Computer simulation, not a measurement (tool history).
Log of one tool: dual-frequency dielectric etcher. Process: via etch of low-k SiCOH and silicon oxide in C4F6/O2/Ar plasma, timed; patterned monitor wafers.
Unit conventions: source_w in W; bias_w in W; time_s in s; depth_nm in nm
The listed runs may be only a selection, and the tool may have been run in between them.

run    day  source_w  bias_w  time_s  depth_nm
  1  0.000       410     204   117.0    337.62
  2  0.292       450     204   117.0    354.19
  3  0.404       440     203   117.0    351.71
  4  0.775       490     203   117.0    364.30
  5  0.850       480     201   117.0    362.87
  6  1.183       480     226   117.0    374.64
  7  1.321       460     224   117.0    369.86
  8  1.425       440     222   117.0    361.92
  9  1.729       430     220   117.0    358.54

Forecast run 10:
 10  1.788       420     218   117.0         ?

{"run 10": {"depth_nm": 356.56}}
